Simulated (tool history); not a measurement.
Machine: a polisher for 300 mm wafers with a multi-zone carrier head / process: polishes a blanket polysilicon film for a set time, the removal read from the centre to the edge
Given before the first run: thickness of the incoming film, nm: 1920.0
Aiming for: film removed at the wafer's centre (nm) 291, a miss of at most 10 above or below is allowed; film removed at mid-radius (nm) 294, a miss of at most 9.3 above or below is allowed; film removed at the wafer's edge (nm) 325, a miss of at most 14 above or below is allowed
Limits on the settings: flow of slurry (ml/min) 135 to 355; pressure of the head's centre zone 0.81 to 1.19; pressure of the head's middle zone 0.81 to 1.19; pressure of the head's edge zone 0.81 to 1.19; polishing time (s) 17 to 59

run  hour  flow of slurry (ml/min)  pressure of the head's centre zone  pressure of the head's middle zone  pressure of the head's edge zone  polishing time (s)  film removed at the wafer's centre (nm)  film removed at mid-radius (nm)  film removed at the wafer's edge (nm)
  1     0                      225                                   1                                   1                                 1                  38                                   366.32                           366.82                                 367.54
  2   5.7                      225                                   1                                   1                              0.96                  38                                   375.06                           371.12                                 361.78
  3  14.5                      225                                   1                                   1                              0.96                  31                                   304.89                            299.3                                 293.64
  4    15                      220                                0.99                                0.99                              0.99                  31                                   300.13                            298.2                                 297.29
  5    16                      220                                0.99                                0.99                              0.99                  34                                   322.02                           331.23                                 331.45
  6  19.9                      215                                0.99                                0.96                              0.99                  34                                      329                           320.22                                 331.89
  7  23.6                      180                                0.89                                0.91                              1.02                  33                                   280.94                           292.06                                 314.57
  8  30.8                      185                                0.89                                0.91                              1.03                  33                                   277.36                           288.67                                 318.21

Exercise: of the 5 proposed moves below, exactly one satisfies all targets within the stated allowed misses. Which move is it?
  A    38                      220                                1.02                                0.91                               0.9                  33                                        ?                                ?                                      ?
  B    38                      140                                0.89                                 0.9                                 1                  32                                        ?                                ?                                      ?
  C    38                      180                                0.89                                0.87                              1.09                  32                                        ?                                ?                                      ?
  D    38                      190                                0.91                                0.89                                 1                  34                                        ?                                ?                                      ?
  E    38                      160                                0.83                                0.96                              1.19                  35                                        ?                                ?                                      ?

move  film removed at the wafer's centre (nm)  film removed at mid-radius (nm)  film removed at the wafer's edge (nm)
   A                                   327.03                           296.46                                 312.01
   B                                   265.53                           275.01                                 309.68
   C                                    271.5                           272.76                                 328.05
   D                                   296.47                           296.58                                 335.02
   E                                   274.04                           320.83                                 372.34
A: the result that was furthest off in the last run now lies on the other side of its target
B: moves away from the targets compared with the last run
C: moves away from the targets compared with the last run
D: all results land within tolerance of their targets
E: moves away from the targets compared with the last run
Go with D: it meets all targets.

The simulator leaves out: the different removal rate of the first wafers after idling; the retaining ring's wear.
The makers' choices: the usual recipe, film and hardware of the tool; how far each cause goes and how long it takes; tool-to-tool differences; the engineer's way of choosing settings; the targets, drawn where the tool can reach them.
